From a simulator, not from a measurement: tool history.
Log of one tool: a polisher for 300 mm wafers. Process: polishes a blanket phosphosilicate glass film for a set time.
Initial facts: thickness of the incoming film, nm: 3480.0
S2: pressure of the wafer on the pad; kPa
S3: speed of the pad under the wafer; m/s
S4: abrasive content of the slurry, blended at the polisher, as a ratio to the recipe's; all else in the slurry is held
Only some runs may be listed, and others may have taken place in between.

{"run": 1, "day": 0.0, "flow of slurry (ml/min)": 130, "S2": 13.8, "S3": 1.3, "S4": 1, "polishing time (s)": 35, "film removed (nm)": 275.47}
{"run": 2, "day": 0.246, "flow of slurry (ml/min)": 130, "S2": 11.7, "S3": 1.26, "S4": 1, "polishing time (s)": 35, "film removed (nm)": 223.17}
{"run": 3, "day": 0.308, "flow of slurry (ml/min)": 130, "S2": 10.3, "S3": 1.24, "S4": 1, "polishing time (s)": 35, "film removed (nm)": 197.23}
{"run": 4, "day": 0.35, "flow of slurry (ml/min)": 130, "S2": 9.7, "S3": 1.24, "S4": 1, "polishing time (s)": 35, "film removed (nm)": 186.18}
{"run": 5, "day": 0.467, "flow of slurry (ml/min)": 130, "S2": 9, "S3": 1.24, "S4": 1, "polishing time (s)": 35, "film removed (nm)": 171.16}
{"run": 6, "day": 0.604, "flow of slurry (ml/min)": 130, "S2": 9, "S3": 1.24, "S4": 1.15, "polishing time (s)": 35, "film removed (nm)": 182.64}
{"run": 7, "day": 0.967, "flow of slurry (ml/min)": 130, "S2": 8.3, "S3": 1.24, "S4": 1.15, "polishing time (s)": 35, "film removed (nm)": 176.44}

What does the tool deliver on the next run?
{"run": 8, "day": 1.271, "flow of slurry (ml/min)": 130, "S2": 7.6, "S3": 1.24, "S4": 1.15, "polishing time (s)": 35, "film removed (nm)": "?"}

{"run 8": {"film removed (nm)": 154.5}}
